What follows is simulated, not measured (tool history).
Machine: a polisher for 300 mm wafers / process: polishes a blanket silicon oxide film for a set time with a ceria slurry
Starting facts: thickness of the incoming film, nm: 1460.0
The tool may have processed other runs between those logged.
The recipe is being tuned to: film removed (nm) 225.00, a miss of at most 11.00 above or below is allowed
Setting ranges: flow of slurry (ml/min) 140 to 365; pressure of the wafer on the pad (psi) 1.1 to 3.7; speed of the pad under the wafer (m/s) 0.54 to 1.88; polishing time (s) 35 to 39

| run | hour | flow of slurry (ml/min) | pressure of the wafer on the pad (psi) | speed of the pad under the wafer (m/s) | polishing time (s) | film removed (nm) |
|---|---|---|---|---|---|---|
| 1 | 0.0 | 235 | 2.4 | 1.20 | 39 | 181.65 |
| 2 | 3.7 | 235 | 2.4 | 1.04 | 39 | 156.40 |
| 3 | 6.4 | 235 | 2.6 | 1.04 | 39 | 170.08 |
| 4 | 10.2 | 235 | 2.6 | 1.04 | 39 | 164.69 |
| 5 | 18.1 | 235 | 2.8 | 1.06 | 39 | 182.47 |
| 6 | 23.7 | 235 | 2.8 | 1.06 | 39 | 181.88 |
| 7 | 31.1 | 235 | 2.9 | 1.06 | 39 | 191.07 |
| 8 | 34.8 | 235 | 3.0 | 1.06 | 39 | 195.52 |

Which of these 5 next moves meets every target?
| A | 38.5 | 250 | 3.1 | 1.22 | 37 | ? |
| B | 38.5 | 200 | 2.8 | 1.04 | 39 | ? |
| C | 38.5 | 275 | 3.2 | 1.26 | 39 | ? |
| D | 38.5 | 250 | 2.9 | 1.10 | 39 | ? |
| E | 38.5 | 250 | 2.6 | 1.14 | 37 | ? |

| move | film removed (nm) |
|---|---|
| A | 217.76 |
| B | 174.03 |
| C | 246.44 |
| D | 194.54 |
| E | 171.78 |
A: meets every target
B: misses by more than the last run did
C: moves the result that the last run missed by most past its target, out the other side
D: no nearer and no further than the last run
E: misses by more than the last run did
Answer: A

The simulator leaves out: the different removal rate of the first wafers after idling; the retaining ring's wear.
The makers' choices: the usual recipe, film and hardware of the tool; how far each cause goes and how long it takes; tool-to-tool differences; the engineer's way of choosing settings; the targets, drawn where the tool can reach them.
